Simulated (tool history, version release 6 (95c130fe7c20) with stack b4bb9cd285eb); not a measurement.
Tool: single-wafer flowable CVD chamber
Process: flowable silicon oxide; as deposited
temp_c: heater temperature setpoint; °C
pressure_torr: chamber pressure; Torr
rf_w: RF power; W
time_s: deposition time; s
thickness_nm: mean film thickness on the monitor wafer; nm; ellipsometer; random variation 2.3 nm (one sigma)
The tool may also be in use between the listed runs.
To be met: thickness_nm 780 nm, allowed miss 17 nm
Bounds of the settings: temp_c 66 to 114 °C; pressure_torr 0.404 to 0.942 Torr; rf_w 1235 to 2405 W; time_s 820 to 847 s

run  hour  temp_c  pressure_torr  rf_w  time_s  thickness_nm
  1     0      90          0.673  1820     820        589.91
  2   8.6      87          0.673  1820     820        636.47
  3  11.4      87          0.615  1820     820        585.29
  4    13      87          0.615  1605     820        567.59
  5  17.9      84          0.616  1605     820        617.27
  6  20.7      84          0.616  1605     847        636.74
  7    29      82          0.616  1605     847         669.5
  8  33.6      80          0.616  1605     847        706.19
  9  41.8      79          0.616  1605     847        726.43
 10  50.9      78          0.616  1605     847        744.51
 11  54.7      77          0.616  1605     847        761.07

4 next moves are on the table. One of them brings every result within its allowed miss. Which?
  A  58.5      66          0.535  1465     847             ?
  B  58.5      73          0.645  1450     820             ?
  C  58.5      85          0.851  1420     847             ?
  D  58.5      68          0.519  1890     820             ?

move  thickness_nm
   A        823.44
   B        829.99
   C        830.66
   D           791
A: takes the result that was furthest off past its target
B: takes the result that was furthest off past its target
C: takes the result that was furthest off past its target
D: meets every target
Move D is the one to make.

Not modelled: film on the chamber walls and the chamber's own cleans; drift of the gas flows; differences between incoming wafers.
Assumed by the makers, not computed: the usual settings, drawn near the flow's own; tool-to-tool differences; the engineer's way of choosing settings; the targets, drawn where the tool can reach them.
